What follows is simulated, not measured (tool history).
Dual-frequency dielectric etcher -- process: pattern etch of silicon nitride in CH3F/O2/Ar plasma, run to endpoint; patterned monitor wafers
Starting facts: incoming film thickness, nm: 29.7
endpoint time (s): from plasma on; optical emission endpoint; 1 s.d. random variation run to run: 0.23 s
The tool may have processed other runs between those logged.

{"run": 1, "hour": 0.0, "source power (kW)": 0.38, "bias power (kW)": 0.102, "endpoint time (s)": 38.723}
{"run": 2, "hour": 7.8, "source power (kW)": 0.45, "bias power (kW)": 0.102, "endpoint time (s)": 36.648}
{"run": 3, "hour": 13.3, "source power (kW)": 0.5, "bias power (kW)": 0.102, "endpoint time (s)": 35.542}
{"run": 4, "hour": 21.1, "source power (kW)": 0.5, "bias power (kW)": 0.112, "endpoint time (s)": 33.844}
{"run": 5, "hour": 23.5, "source power (kW)": 0.47, "bias power (kW)": 0.112, "endpoint time (s)": 34.49}
{"run": 6, "hour": 28.3, "source power (kW)": 0.42, "bias power (kW)": 0.112, "endpoint time (s)": 35.951}
{"run": 7, "hour": 31.2, "source power (kW)": 0.4, "bias power (kW)": 0.108, "endpoint time (s)": 36.99}
{"run": 8, "hour": 33.8, "source power (kW)": 0.38, "bias power (kW)": 0.104, "endpoint time (s)": 38.502}
{"run": 9, "hour": 36.4, "source power (kW)": 0.37, "bias power (kW)": 0.101, "endpoint time (s)": 38.978}
{"hour": 39.8, "done": "wet clean of the chamber"}
{"run": 10, "hour": 39.8, "source power (kW)": 0.36, "bias power (kW)": 0.098, "endpoint time (s)": 42.224}
{"run": 11, "hour": 46.4, "source power (kW)": 0.35, "bias power (kW)": 0.098, "endpoint time (s)": 42.342}
{"run": 12, "hour": 48.4, "source power (kW)": 0.35, "bias power (kW)": 0.098, "endpoint time (s)": 42.026}
{"run": 13, "hour": 51.5, "source power (kW)": 0.34, "bias power (kW)": 0.098, "endpoint time (s)": 43.119}
{"run": 14, "hour": 59.1, "source power (kW)": 0.33, "bias power (kW)": 0.098, "endpoint time (s)": 43.442}

Run 15 has not been measured yet. What should we expect?
{"run": 15, "hour": 62.7, "source power (kW)": 0.32, "bias power (kW)": 0.098, "endpoint time (s)": "?"}

Logged for run 15: endpoint time (s) 43.784.

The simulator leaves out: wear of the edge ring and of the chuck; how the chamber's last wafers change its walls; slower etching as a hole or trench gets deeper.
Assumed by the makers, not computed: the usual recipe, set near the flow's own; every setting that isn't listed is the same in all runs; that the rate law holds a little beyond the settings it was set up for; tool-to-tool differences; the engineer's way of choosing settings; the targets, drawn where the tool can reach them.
